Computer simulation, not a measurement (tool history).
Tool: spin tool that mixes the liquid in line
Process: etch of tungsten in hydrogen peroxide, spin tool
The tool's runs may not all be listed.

run,day,temperature setpoint of the liquid (K),concentration of hydrogen peroxide in the mixed liquid (% by weight),time under the liquid (s),thickness taken off the tungsten on a monitor wafer (nm)
1,0.000,324.15,22.0,15,24.3810
2,0.200,320.65,21.0,15,19.1300
3,0.462,314.15,21.0,15,12.7690
4,0.829,313.15,20.5,15,11.7270
5,0.858,313.15,20.5,15,11.6770
6,0.983,310.15,20.5,15,9.6254
7,1.138,309.65,20.0,15,9.2303
8,1.371,309.15,20.0,15,8.9194

Run 9 is up next; what results do you expect?
9,1.733,308.65,19.5,15,?

{"run 9": {"thickness taken off the tungsten on a monitor wafer (nm)": 8.5317}}
